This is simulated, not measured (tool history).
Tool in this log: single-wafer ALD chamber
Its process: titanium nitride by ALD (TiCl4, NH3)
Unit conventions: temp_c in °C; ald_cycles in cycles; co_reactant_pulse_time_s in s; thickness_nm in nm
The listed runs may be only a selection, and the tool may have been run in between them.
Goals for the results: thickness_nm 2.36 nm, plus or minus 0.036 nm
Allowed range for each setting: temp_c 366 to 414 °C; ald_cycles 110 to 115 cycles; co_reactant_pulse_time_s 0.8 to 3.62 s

run  hour  temp_c  ald_cycles  co_reactant_pulse_time_s  thickness_nm
  1     0     390         115                      2.21        2.5641
  2   8.2     390         115                      2.65        2.5565
  3    12     387         114                      2.75        2.5596
  4    16     397         114                      2.75        2.5728
  5  21.1     397         114                      3.32        2.6112
  6    26     397         115                      3.32        2.5997
  7  33.8     393         114                      2.98        2.5825
  8  42.4     390         113                      2.68        2.5215
  9  47.9     387         113                      2.56        2.5206
 10  53.9     384         113                      2.39         2.508
 11  57.9     382         113                      2.23        2.5075
 12  61.7     380         113                      2.03        2.4782

Below are 4 possible settings for the next run. Only one of them brings all results inside the allowed miss of their targets. Which is it?
  A  65.5     368         110                      2.01             ?
  B  65.5     394         111                      1.78             ?
  C  65.5     375         111                      1.98             ?
  D  65.5     380         115                      2.23             ?

move  thickness_nm
   A        2.3667
   B        2.4494
   C         2.417
   D         2.531
A: meets every target
B: closes in on the targets versus the last run, not all within tolerance yet
C: closes in on the targets versus the last run, not all within tolerance yet
D: lands further from the targets than the last run did
Answer: A

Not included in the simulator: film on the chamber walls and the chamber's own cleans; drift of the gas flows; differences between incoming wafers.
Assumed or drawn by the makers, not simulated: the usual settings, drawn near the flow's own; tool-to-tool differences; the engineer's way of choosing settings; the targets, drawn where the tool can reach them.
